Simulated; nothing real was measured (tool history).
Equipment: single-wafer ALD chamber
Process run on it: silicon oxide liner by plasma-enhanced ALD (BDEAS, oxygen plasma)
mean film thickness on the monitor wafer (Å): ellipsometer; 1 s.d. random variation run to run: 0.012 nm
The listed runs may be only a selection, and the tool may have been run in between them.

| run | hour | heater temperature setpoint (K) | number of ALD cycles (cycles) | mean film thickness on the monitor wafer (Å) |
|---|---|---|---|---|
| 1 | 0.0 | 593.15 | 48 | 41.257 |
| 2 | 3.1 | 592.15 | 50 | 42.706 |
| 3 | 8.1 | 592.15 | 47 | 40.379 |
| 4 | 12.8 | 591.15 | 50 | 43.028 |
| 5 | 20.2 | 590.15 | 52 | 44.733 |
| 6 | 22.7 | 590.15 | 53 | 45.614 |

Run 7, settings as shown, results not yet in. Your forecast:
| 7 | 23.3 | 590.15 | 53 | ? |

mean film thickness on the monitor wafer (Å): 45.510
